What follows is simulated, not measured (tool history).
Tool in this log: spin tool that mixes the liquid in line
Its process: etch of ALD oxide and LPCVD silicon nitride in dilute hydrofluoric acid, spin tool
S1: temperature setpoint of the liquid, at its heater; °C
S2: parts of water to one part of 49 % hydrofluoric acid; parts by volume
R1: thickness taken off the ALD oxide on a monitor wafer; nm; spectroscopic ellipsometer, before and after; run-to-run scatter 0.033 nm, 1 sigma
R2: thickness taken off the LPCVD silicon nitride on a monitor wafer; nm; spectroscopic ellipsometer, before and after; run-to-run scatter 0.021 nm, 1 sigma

{"run": 1, "hour": 0.0, "S1": 22.0, "S2": 210, "time under the liquid (s)": 155, "R1": 9.9374, "R2": 0.47673}
{"run": 2, "hour": 5.1, "S1": 21.0, "S2": 220, "time under the liquid (s)": 155, "R1": 8.9713, "R2": 0.44239}
{"run": 3, "hour": 8.0, "S1": 21.0, "S2": 255, "time under the liquid (s)": 155, "R1": 7.5409, "R2": 0.31307}
{"run": 4, "hour": 16.3, "S1": 21.0, "S2": 255, "time under the liquid (s)": 95, "R1": 4.64, "R2": 0.23205}
{"run": 5, "hour": 19.8, "S1": 22.5, "S2": 255, "time under the liquid (s)": 95, "R1": 4.8647, "R2": 0.23922}
{"run": 6, "hour": 25.2, "S1": 20.5, "S2": 255, "time under the liquid (s)": 95, "R1": 4.5791, "R2": 0.20981}
{"run": 7, "hour": 27.8, "S1": 22.0, "S2": 250, "time under the liquid (s)": 95, "R1": 4.9121, "R2": 0.27524}
{"run": 8, "hour": 34.7, "S1": 22.0, "S2": 245, "time under the liquid (s)": 95, "R1": 5.0564, "R2": 0.24753}
{"run": 9, "hour": 38.8, "S1": 23.5, "S2": 245, "time under the liquid (s)": 95, "R1": 5.3796, "R2": 0.315}
{"run": 10, "hour": 44.4, "S1": 23.5, "S2": 240, "time under the liquid (s)": 95, "R1": 5.4427, "R2": 0.25331}

What does the tool deliver on the next run?
{"run": 11, "hour": 53.0, "S1": 24.5, "S2": 240, "time under the liquid (s)": 95, "R1": "?", "R2": "?"}

R1: 5.6790 nm
R2: 0.30782 nm
